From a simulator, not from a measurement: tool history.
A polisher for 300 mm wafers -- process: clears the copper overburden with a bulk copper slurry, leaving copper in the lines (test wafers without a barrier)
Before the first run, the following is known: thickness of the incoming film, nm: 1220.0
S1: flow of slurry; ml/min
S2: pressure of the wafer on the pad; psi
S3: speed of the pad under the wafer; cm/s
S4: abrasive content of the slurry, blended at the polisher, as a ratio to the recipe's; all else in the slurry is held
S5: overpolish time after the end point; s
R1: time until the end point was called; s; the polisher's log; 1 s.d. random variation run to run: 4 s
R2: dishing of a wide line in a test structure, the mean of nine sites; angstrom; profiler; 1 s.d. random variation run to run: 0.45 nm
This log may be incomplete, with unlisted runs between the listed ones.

run 1 hour=0 | S1=175 S2=2.5 S3=100 S4=1 S5=8 | R1=150.96 R2=517.39
run 2 hour=4.2 | S1=175 S2=2.5 S3=100 S4=1 S5=5 | R1=147.51 R2=339.11
run 3 hour=10.5 | S1=175 S2=2.3 S3=100 S4=1 S5=5 | R1=156.07 R2=324.15
run 4 hour=17.9 | S1=175 S2=2.1 S3=98 S4=1 S5=5 | R1=166.08 R2=293.16
run 5 hour=21.4 | S1=175 S2=1.8 S3=98 S4=1 S5=5 | R1=182.8 R2=276.24
run 6 hour=26.5 | S1=160 S2=1.8 S3=98 S4=1 S5=5 | R1=185.04 R2=275.08
run 7 hour=32.2 | S1=160 S2=1.7 S3=96 S4=1 S5=5 | R1=190.1 R2=267.61

Expected results for the next run?
run 8 hour=40.8 | S1=160 S2=1.6 S3=94 S4=1 S5=5 | R1=? R2=?

{"run 8": {"R1": 198.58, "R2": 258.99}}

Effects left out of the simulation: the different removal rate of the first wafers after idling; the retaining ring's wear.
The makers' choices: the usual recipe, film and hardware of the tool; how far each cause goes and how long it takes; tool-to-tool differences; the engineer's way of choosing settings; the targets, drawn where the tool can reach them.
